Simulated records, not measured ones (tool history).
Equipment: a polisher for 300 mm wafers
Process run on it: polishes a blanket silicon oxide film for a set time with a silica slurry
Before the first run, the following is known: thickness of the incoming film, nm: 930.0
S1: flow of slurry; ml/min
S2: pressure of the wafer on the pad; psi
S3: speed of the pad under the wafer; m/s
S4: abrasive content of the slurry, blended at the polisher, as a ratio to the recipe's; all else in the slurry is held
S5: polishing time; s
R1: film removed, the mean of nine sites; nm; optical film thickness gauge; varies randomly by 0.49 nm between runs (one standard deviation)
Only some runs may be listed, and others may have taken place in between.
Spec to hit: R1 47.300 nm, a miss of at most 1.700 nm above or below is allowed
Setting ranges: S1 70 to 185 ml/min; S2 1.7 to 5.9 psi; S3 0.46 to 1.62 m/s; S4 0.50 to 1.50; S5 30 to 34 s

run	day	S1	S2	S3	S4	S5	R1
1	0.000	120	3.8	1.04	1.00	34	85.545
2	0.100	120	4.2	1.04	1.00	34	95.926
3	0.442	115	3.7	1.04	1.00	34	83.078
4	0.525	100	3.7	1.04	1.00	34	81.874
5	0.558	100	3.3	1.04	1.00	34	72.325
6	0.779	100	3.3	1.04	0.90	34	69.554
7	1.046	100	3.0	1.04	0.90	34	63.459
8	1.346	100	2.8	1.04	0.90	34	59.476
9	1.458	90	1.9	1.02	0.90	34	38.960
10	1.662	95	2.0	1.02	0.90	34	41.154
11	1.704	95	2.1	1.02	0.90	34	43.988
12	1.812	100	2.1	1.02	0.90	34	44.677
13	1.996	105	2.1	1.02	0.90	34	45.118
14	2.312	110	2.1	1.02	0.90	34	44.232

Exercise: of the 4 proposed moves below, exactly one satisfies all targets within the stated allowed misses. Which move is it?
A	2.629	100	2.3	1.20	0.80	34	?
B	2.629	95	2.3	0.96	0.75	32	?
C	2.629	120	2.3	1.14	0.85	33	?
D	2.629	85	2.6	0.84	1.10	33	?

move	R1
A	51.851
B	39.230
C	51.335
D	47.201
A: takes the result that was furthest off past its target
B: moves away from the targets compared with the last run
C: takes the result that was furthest off past its target
D: every result lands within tolerance
Answer: D

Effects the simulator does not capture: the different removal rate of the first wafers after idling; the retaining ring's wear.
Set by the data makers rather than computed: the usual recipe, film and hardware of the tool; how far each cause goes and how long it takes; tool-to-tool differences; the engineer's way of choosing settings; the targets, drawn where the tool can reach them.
